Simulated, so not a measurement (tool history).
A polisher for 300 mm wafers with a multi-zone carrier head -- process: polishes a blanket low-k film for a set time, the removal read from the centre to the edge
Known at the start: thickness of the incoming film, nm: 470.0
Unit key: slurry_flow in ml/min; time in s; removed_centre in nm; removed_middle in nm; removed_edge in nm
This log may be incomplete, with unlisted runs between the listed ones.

Run 1, hour 0.0: slurry_flow 250 ml/min, centre_zone 1.00, middle_zone 1.00, edge_zone 1.00, slurry_solids 1.00, time 60 s. Result: removed_centre 18.943 nm, removed_middle 19.402 nm, removed_edge 19.316 nm.
Run 2, hour 5.4: slurry_flow 245 ml/min, centre_zone 0.98, middle_zone 0.98, edge_zone 0.98, slurry_solids 0.95, time 60 s. Result: removed_centre 18.561 nm, removed_middle 18.183 nm, removed_edge 18.528 nm.
Run 3, hour 9.2: slurry_flow 210 ml/min, centre_zone 0.98, middle_zone 0.98, edge_zone 0.98, slurry_solids 0.95, time 60 s. Result: removed_centre 18.485 nm, removed_middle 18.137 nm, removed_edge 18.386 nm.
Run 4, hour 9.7: slurry_flow 210 ml/min, centre_zone 0.98, middle_zone 0.98, edge_zone 0.91, slurry_solids 0.95, time 60 s. Result: removed_centre 17.831 nm, removed_middle 17.817 nm, removed_edge 17.782 nm.
Run 5, hour 17.8: slurry_flow 210 ml/min, centre_zone 1.03, middle_zone 0.98, edge_zone 0.91, slurry_solids 0.95, time 60 s. Result: removed_centre 18.798 nm, removed_middle 18.122 nm, removed_edge 17.605 nm.
Run 6, hour 19.5: slurry_flow 155 ml/min, centre_zone 1.03, middle_zone 0.98, edge_zone 0.91, slurry_solids 0.95, time 60 s. Result: removed_centre 18.628 nm, removed_middle 17.391 nm, removed_edge 17.432 nm.
Run 7, hour 22.2: slurry_flow 155 ml/min, centre_zone 1.00, middle_zone 0.98, edge_zone 0.90, slurry_solids 0.95, time 60 s. Result: removed_centre 17.766 nm, removed_middle 17.616 nm, removed_edge 17.228 nm.
Run 8, hour 24.6: slurry_flow 155 ml/min, centre_zone 0.98, middle_zone 0.97, edge_zone 0.90, slurry_solids 0.95, time 60 s. Result: removed_centre 17.508 nm, removed_middle 17.658 nm, removed_edge 17.318 nm.
Run 9, hour 31.9: slurry_flow 155 ml/min, centre_zone 0.96, middle_zone 0.96, edge_zone 0.90, slurry_solids 0.95, time 60 s. Result: removed_centre 17.253 nm, removed_middle 16.905 nm, removed_edge 17.321 nm.
Run 10, hour 39.8: slurry_flow 155 ml/min, centre_zone 0.95, middle_zone 0.96, edge_zone 0.89, slurry_solids 0.95, time 60 s. Result: removed_centre 16.989 nm, removed_middle 17.345 nm, removed_edge 17.463 nm.
Run 11, hour 45.0: slurry_flow 155 ml/min, centre_zone 0.94, middle_zone 0.96, edge_zone 0.89, slurry_solids 0.95, time 60 s. Result: removed_centre 16.421 nm, removed_middle 17.257 nm, removed_edge 17.185 nm.
Run 12, hour 48.9: slurry_flow 155 ml/min, centre_zone 0.93, middle_zone 0.95, edge_zone 0.89, slurry_solids 0.95, time 60 s. Result: removed_centre 16.743 nm, removed_middle 17.023 nm, removed_edge 17.288 nm.
Run 13, hour 49.7: slurry_flow 155 ml/min, centre_zone 0.92, middle_zone 0.95, edge_zone 0.89, slurry_solids 0.95, time 60 s. Result: removed_centre 16.598 nm, removed_middle 17.144 nm, removed_edge 17.321 nm.
Run 14, hour 56.2: slurry_flow 155 ml/min, centre_zone 0.91, middle_zone 0.95, edge_zone 0.89, slurry_solids 0.95, time 60 s. Result: removed_centre 16.080 nm, removed_middle 17.403 nm, removed_edge 17.345 nm.
Run 15, hour 64.3: slurry_flow 155 ml/min, centre_zone 0.91, middle_zone 0.94, edge_zone 0.89, slurry_solids 0.95, time 60 s. Result: removed_centre 16.289 nm, removed_middle 17.244 nm, removed_edge 17.130 nm.
Run 16, hour 70.8: slurry_flow 155 ml/min, centre_zone 0.90, middle_zone 0.93, edge_zone 0.90, slurry_solids 0.95, time 60 s. Result: removed_centre 15.820 nm, removed_middle 16.537 nm, removed_edge 17.349 nm.

The next listed run, before its measurement:
Run 17, hour 79.4: slurry_flow 155 ml/min, centre_zone 0.90, middle_zone 0.93, edge_zone 0.89, slurry_solids 0.95, time 60 s. Result: removed_centre ?, removed_middle ?, removed_edge ?.

For run 17 the tool returned removed_centre 15.974 nm, removed_middle 16.719 nm, removed_edge 17.292 nm.
